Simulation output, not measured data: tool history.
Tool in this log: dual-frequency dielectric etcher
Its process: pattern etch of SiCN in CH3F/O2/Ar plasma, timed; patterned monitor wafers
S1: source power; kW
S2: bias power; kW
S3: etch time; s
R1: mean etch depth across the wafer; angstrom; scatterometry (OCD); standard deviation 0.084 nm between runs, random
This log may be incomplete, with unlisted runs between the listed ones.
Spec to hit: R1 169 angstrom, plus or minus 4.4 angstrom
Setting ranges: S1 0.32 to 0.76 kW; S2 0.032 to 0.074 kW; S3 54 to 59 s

{"run": 1, "hour": 0.0, "S1": 0.54, "S2": 0.053, "S3": 59, "R1": 237.86}
{"run": 2, "hour": 5.8, "S1": 0.54, "S2": 0.059, "S3": 59, "R1": 246.29}
{"run": 3, "hour": 6.4, "S1": 0.49, "S2": 0.053, "S3": 58, "R1": 221.78}
{"run": 4, "hour": 15.2, "S1": 0.46, "S2": 0.05, "S3": 57.5, "R1": 209.15}
{"run": 5, "hour": 19.2, "S1": 0.46, "S2": 0.05, "S3": 59, "R1": 213.11}
{"run": 6, "hour": 26.0, "S1": 0.46, "S2": 0.05, "S3": 54, "R1": 195.1}
{"run": 7, "hour": 35.0, "S1": 0.44, "S2": 0.05, "S3": 54, "R1": 190.36}
{"run": 8, "hour": 38.8, "S1": 0.42, "S2": 0.05, "S3": 54, "R1": 187.44}
{"run": 9, "hour": 39.5, "S1": 0.4, "S2": 0.05, "S3": 54, "R1": 181.01}

Which of these 5 next moves meets every target?
{"run": "A", "hour": 40.2, "S1": 0.41, "S2": 0.047, "S3": 58, "R1": "?"}
{"run": "B", "hour": 40.2, "S1": 0.35, "S2": 0.043, "S3": 57.5, "R1": "?"}
{"run": "C", "hour": 40.2, "S1": 0.41, "S2": 0.047, "S3": 59, "R1": "?"}
{"run": "D", "hour": 40.2, "S1": 0.41, "S2": 0.04, "S3": 58.5, "R1": "?"}
{"run": "E", "hour": 40.2, "S1": 0.33, "S2": 0.038, "S3": 57.5, "R1": "?"}

move=A R1=193.32
move=B R1=169.33
move=C R1=196.65
move=D R1=184.39
move=E R1=156.31
A: the biggest miss grows against the last run
B: all results in spec
C: the biggest miss grows against the last run
D: the biggest miss grows against the last run
E: takes the result that was furthest off past its target
Correct choice: B, which meets every target
